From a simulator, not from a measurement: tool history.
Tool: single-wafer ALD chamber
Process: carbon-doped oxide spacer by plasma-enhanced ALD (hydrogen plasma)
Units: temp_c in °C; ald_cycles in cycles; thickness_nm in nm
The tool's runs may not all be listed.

{"run": 1, "hour": 0.0, "temp_c": 385, "ald_cycles": 615, "thickness_nm": 30.074}
{"run": 2, "hour": 3.0, "temp_c": 385, "ald_cycles": 575, "thickness_nm": 28.258}
{"run": 3, "hour": 9.7, "temp_c": 379, "ald_cycles": 575, "thickness_nm": 28.35}
{"run": 4, "hour": 15.9, "temp_c": 373, "ald_cycles": 575, "thickness_nm": 28.431}
{"run": 5, "hour": 19.4, "temp_c": 373, "ald_cycles": 645, "thickness_nm": 31.785}
{"run": 6, "hour": 25.8, "temp_c": 373, "ald_cycles": 562, "thickness_nm": 27.535}
{"run": 7, "hour": 31.1, "temp_c": 373, "ald_cycles": 579, "thickness_nm": 28.567}

Forecast run 8:
{"run": 8, "hour": 36.5, "temp_c": 373, "ald_cycles": 594, "thickness_nm": "?"}

thickness_nm: 29.059 nm
